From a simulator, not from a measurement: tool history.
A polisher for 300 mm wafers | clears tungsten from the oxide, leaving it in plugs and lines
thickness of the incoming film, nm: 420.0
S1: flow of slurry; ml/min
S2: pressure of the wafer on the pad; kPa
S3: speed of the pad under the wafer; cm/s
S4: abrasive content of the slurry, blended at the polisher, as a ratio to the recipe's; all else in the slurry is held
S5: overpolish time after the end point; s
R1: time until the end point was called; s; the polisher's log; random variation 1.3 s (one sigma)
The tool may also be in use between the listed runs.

run	day	S1	S2	S3	S4	S5	R1
1	0.000	245	29.6	94	1.0	15	92.011
2	0.112	245	31.7	94	1.0	15	90.327
3	0.175	245	31.7	94	1.0	16	89.567
4	0.229	245	31.7	72	1.0	16	116.870
5	0.338	245	35.9	74	1.0	16	100.630
6	0.700	245	42.1	74	1.0	16	88.630

The next listed run, before its measurement:
7	0.721	245	43.4	76	1.0	16	?

Run 7 gave R1 86.711 s.
